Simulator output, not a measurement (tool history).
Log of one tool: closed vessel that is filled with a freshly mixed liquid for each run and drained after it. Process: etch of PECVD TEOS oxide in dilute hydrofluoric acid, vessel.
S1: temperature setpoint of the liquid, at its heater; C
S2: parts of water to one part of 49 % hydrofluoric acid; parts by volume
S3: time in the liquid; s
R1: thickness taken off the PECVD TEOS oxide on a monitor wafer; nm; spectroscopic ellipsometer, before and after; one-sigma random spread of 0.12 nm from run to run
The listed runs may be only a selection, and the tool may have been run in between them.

{"run": 1, "hour": 0.0, "S1": 20.0, "S2": 55, "S3": 100, "R1": 24.407}
{"run": 2, "hour": 0.8, "S1": 19.0, "S2": 55, "S3": 100, "R1": 23.444}
{"run": 3, "hour": 6.4, "S1": 18.5, "S2": 55, "S3": 100, "R1": 22.898}
{"run": 4, "hour": 7.8, "S1": 20.5, "S2": 55, "S3": 100, "R1": 24.71}
{"run": 5, "hour": 14.7, "S1": 17.5, "S2": 55, "S3": 100, "R1": 21.956}
{"run": 6, "hour": 18.7, "S1": 17.5, "S2": 70, "S3": 100, "R1": 16.93}

Run 7 comes next. What will it give?
{"run": 7, "hour": 21.6, "S1": 18.5, "S2": 70, "S3": 100, "R1": "?"}

R1: 17.721 nm
